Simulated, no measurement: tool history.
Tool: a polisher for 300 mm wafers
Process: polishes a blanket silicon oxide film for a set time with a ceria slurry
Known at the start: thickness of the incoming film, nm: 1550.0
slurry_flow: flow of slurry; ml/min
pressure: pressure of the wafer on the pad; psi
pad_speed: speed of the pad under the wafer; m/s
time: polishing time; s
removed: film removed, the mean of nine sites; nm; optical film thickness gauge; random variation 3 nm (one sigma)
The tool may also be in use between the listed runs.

run,hour,slurry_flow,pressure,pad_speed,time,removed
1,0,145,2.4,1.04,86,321.7
2,3.1,170,2.4,1.04,86,336.45
3,4.7,170,2.9,1.04,86,397.83
4,11.8,170,2.9,1.22,86,458.8
5,14.3,160,2.6,1.2,86,402.45
6,18.1,150,2.4,1.2,86,362.92
7,24.5,140,2.3,1.2,86,345.01

Forecast run 8:
8,28.3,130,2.2,1.2,86,?

Run 8 gave removed 328.95 nm.
